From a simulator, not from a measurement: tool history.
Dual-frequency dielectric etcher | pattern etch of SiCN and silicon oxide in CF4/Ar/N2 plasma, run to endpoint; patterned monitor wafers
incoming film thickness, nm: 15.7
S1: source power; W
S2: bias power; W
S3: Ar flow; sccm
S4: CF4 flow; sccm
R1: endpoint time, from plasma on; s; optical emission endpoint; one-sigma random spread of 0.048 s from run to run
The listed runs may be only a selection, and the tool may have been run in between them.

Run 1, hour 0.0: S1 520 W, S2 73 W, S3 76 sccm, S4 51 sccm. Result: R1 17.803 s.
Run 2, hour 4.0: S1 520 W, S2 86 W, S3 76 sccm, S4 51 sccm. Result: R1 16.369 s.
Run 3, hour 12.8: S1 520 W, S2 86 W, S3 76 sccm, S4 59 sccm. Result: R1 16.003 s.
Run 4, hour 19.2: S1 520 W, S2 86 W, S3 83 sccm, S4 59 sccm. Result: R1 16.148 s.
Run 5, hour 23.1: S1 520 W, S2 79 W, S3 83 sccm, S4 59 sccm. Result: R1 16.911 s.
Run 6, hour 31.0: S1 520 W, S2 79 W, S3 83 sccm, S4 67 sccm. Result: R1 16.471 s.
Run 7, hour 32.5: S1 540 W, S2 79 W, S3 83 sccm, S4 67 sccm. Result: R1 16.020 s.
Run 8, hour 40.0: S1 560 W, S2 79 W, S3 83 sccm, S4 67 sccm. Result: R1 15.467 s.
Run 9, hour 48.2: S1 580 W, S2 79 W, S3 83 sccm, S4 67 sccm. Result: R1 14.955 s.
Run 10, hour 53.9: S1 590 W, S2 79 W, S3 83 sccm, S4 67 sccm. Result: R1 14.634 s.
Run 11, hour 54.7: S1 600 W, S2 79 W, S3 83 sccm, S4 67 sccm. Result: R1 14.569 s.
Run 12, hour 58.1: S1 610 W, S2 79 W, S3 83 sccm, S4 67 sccm. Result: R1 14.359 s.
Run 13, hour 66.2: S1 620 W, S2 79 W, S3 83 sccm, S4 67 sccm. Result: R1 14.004 s.

What does the tool deliver on the next run?
Run 14, hour 74.7: S1 630 W, S2 79 W, S3 83 sccm, S4 67 sccm. Result: R1 ?.

R1: 13.833 s
